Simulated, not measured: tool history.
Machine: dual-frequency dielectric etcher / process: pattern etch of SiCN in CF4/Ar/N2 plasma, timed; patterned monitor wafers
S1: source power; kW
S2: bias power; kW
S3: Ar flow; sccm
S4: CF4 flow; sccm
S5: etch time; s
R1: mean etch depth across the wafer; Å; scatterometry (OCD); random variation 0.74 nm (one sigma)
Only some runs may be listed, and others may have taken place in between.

Run 1, day 0: S1 0.55 kW, S2 0.086 kW, S3 105 sccm, S4 57 sccm, S5 101.5 s. Result: R1 928.88 Å.
Run 2, day 0.1: S1 0.58 kW, S2 0.087 kW, S3 105 sccm, S4 57 sccm, S5 101.5 s. Result: R1 960.66 Å.
Run 3, day 0.167: S1 0.65 kW, S2 0.087 kW, S3 105 sccm, S4 57 sccm, S5 101.5 s. Result: R1 1055 Å.
Run 4, day 0.429: S1 0.67 kW, S2 0.088 kW, S3 105 sccm, S4 57 sccm, S5 101.5 s. Result: R1 1061 Å.
Run 5, day 0.662: S1 0.67 kW, S2 0.088 kW, S3 105 sccm, S4 49 sccm, S5 101.5 s. Result: R1 1041.2 Å.
Run 6, day 0.812: S1 0.67 kW, S2 0.081 kW, S3 105 sccm, S4 49 sccm, S5 101.5 s. Result: R1 992.09 Å.
Run 7, day 1.042: S1 0.69 kW, S2 0.084 kW, S3 104 sccm, S4 49 sccm, S5 101.5 s. Result: R1 1027.9 Å.

Run 8 comes next. What will it give?
Run 8, day 1.412: S1 0.71 kW, S2 0.086 kW, S3 103 sccm, S4 49 sccm, S5 101.5 s. Result: R1 ?.

R1: 1064.2 Å
